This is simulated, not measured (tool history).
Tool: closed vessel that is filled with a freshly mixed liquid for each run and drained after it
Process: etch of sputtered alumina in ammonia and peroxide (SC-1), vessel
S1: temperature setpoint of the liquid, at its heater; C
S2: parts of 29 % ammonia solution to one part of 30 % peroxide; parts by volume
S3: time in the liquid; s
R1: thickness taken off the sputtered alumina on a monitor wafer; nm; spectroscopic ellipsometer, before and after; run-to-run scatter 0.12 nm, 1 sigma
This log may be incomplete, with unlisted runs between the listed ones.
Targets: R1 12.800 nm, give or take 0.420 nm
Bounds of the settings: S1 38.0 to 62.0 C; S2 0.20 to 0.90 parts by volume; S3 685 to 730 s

run  hour    S1    S2   S3      R1
  1   0.0  46.0  0.50  685  18.655
  2   6.6  46.0  0.50  730  20.096
  3   7.6  44.5  0.50  730  18.464
  4   9.4  44.5  0.65  730  18.371
  5  11.3  44.5  0.65  730  18.711
  6  18.7  44.5  0.65  730  18.583
  7  21.7  43.5  0.65  730  17.564
  8  24.1  42.5  0.65  730  16.536
  9  26.0  41.5  0.65  730  15.675
 10  34.2  41.0  0.65  730  15.430
 11  37.8  40.5  0.65  730  14.890
 12  43.1  40.0  0.65  730  14.463
 13  47.0  39.5  0.65  730  14.013
 14  50.5  39.5  0.65  730  14.164
 15  58.3  39.0  0.65  730  13.623

Which one of the following 4 next-run settings gets every result inside its allowed miss? There is exactly one.
  A  66.1  41.0  0.60  710   ?
  B  66.1  41.0  0.35  730   ?
  C  66.1  40.5  0.55  685   ?
  D  66.1  38.5  0.65  705   ?

move      R1
   A  14.789
   B  14.441
   C  13.741
   D  12.764
A: moves away from the targets compared with the last run
B: moves away from the targets compared with the last run
C: moves away from the targets compared with the last run
D: in spec on every target
The move that meets every target is D.
